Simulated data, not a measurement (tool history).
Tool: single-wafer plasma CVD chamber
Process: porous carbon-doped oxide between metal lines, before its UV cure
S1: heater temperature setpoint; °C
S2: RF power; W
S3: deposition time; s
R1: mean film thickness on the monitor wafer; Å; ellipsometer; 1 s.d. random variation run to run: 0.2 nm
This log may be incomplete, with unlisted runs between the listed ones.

{"run": 1, "hour": 0.0, "S1": 325, "S2": 490, "S3": 15.4, "R1": 724.5}
{"run": 2, "hour": 7.8, "S1": 325, "S2": 540, "S3": 15.4, "R1": 784.42}
{"run": 3, "hour": 14.6, "S1": 318, "S2": 540, "S3": 15.4, "R1": 809.82}
{"run": 4, "hour": 17.6, "S1": 320, "S2": 515, "S3": 15.3, "R1": 767.82}
{"run": 5, "hour": 19.7, "S1": 322, "S2": 495, "S3": 15.2, "R1": 727.54}
{"run": 6, "hour": 28.7, "S1": 324, "S2": 480, "S3": 15.1, "R1": 698.07}
{"run": 7, "hour": 34.8, "S1": 326, "S2": 470, "S3": 15.1, "R1": 674.66}
{"run": 8, "hour": 37.9, "S1": 328, "S2": 465, "S3": 15.1, "R1": 664.95}
{"hour": 42.5, "done": "RF generator calibrated"}
{"run": 9, "hour": 42.5, "S1": 330, "S2": 460, "S3": 15.1, "R1": 701.3}
{"run": 10, "hour": 49.8, "S1": 329, "S2": 445, "S3": 15.0, "R1": 674.55}
{"run": 11, "hour": 53.3, "S1": 331, "S2": 430, "S3": 14.9, "R1": 646.07}
{"run": 12, "hour": 54.0, "S1": 331, "S2": 420, "S3": 14.9, "R1": 627.93}

Run 13 has not been measured yet. What should we expect?
{"run": 13, "hour": 55.7, "S1": 331, "S2": 410, "S3": 14.9, "R1": "?"}

Logged for run 13: R1 619.41 Å.

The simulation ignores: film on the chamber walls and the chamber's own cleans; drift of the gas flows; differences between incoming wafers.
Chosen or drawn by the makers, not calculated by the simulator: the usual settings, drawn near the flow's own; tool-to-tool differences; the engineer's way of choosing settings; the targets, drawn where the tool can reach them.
